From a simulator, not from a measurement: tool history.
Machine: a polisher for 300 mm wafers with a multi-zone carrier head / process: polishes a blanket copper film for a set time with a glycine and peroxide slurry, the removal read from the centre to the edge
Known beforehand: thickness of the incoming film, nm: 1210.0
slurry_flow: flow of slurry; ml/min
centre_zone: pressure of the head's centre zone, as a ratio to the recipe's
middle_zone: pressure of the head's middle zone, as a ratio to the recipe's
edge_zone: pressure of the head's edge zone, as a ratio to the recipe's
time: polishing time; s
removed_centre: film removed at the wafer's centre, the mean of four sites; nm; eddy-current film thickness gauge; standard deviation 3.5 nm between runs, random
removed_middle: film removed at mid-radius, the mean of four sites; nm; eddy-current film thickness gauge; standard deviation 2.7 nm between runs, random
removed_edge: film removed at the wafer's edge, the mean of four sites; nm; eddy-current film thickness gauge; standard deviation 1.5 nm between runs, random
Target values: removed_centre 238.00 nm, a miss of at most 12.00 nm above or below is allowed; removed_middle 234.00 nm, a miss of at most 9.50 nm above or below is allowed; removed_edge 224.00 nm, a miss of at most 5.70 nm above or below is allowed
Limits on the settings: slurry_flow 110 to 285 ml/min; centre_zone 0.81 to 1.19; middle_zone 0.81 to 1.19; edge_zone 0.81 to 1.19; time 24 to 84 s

run  hour  slurry_flow  centre_zone  middle_zone  edge_zone  time  removed_centre  removed_middle  removed_edge
  1   0.0          180         1.00         1.00       1.00    54          318.54          311.68        303.64
  2   8.5          175         1.00         0.99       0.99    53          306.51          299.10        293.79
  3  10.6          170         1.00         0.99       0.97    52          298.41          287.87        287.16
  4  16.8          170         1.00         0.99       0.93    52          288.63          299.10        278.19
  5  18.4          170         1.00         1.07       0.93    52          290.23          313.99        280.81
  6  26.1          195         1.00         1.07       0.93    52          300.24          322.32        284.05
  7  30.3          190         1.00         1.05       0.92    51          297.93          311.50        276.56
  8  37.3          185         1.00         1.04       0.91    50          284.02          298.71        269.92
  9  44.5          185         1.00         1.03       0.90    49          280.15          295.94        261.35
 10  53.2          180         1.00         1.01       0.90    48          269.99          276.82        258.58
 11  61.6          145         1.01         0.98       0.81    42          232.15          237.04        209.22
 12  68.7          150         1.01         0.98       0.82    42          234.35          233.44        210.54

Consider the 4 candidate settings below. Which is the only one whose results all fall within their allowed miss of target?
  A  75.8          155         0.98         1.07       0.81    40               ?               ?             ?
  B  75.8          200         0.95         0.90       0.81    43               ?               ?             ?
  C  75.8          185         1.13         1.04       0.81    39               ?               ?             ?
  D  75.8          160         1.05         1.02       0.81    40               ?               ?             ?

move  removed_centre  removed_middle  removed_edge
   A          218.47          241.84        200.03
   B          238.68          234.79        222.52
   C          254.61          237.31        199.64
   D          235.71          233.53        201.04
A: moves away from the targets compared with the last run
B: every result lands within tolerance
C: moves away from the targets compared with the last run
D: moves away from the targets compared with the last run
Go with B: it meets all targets.

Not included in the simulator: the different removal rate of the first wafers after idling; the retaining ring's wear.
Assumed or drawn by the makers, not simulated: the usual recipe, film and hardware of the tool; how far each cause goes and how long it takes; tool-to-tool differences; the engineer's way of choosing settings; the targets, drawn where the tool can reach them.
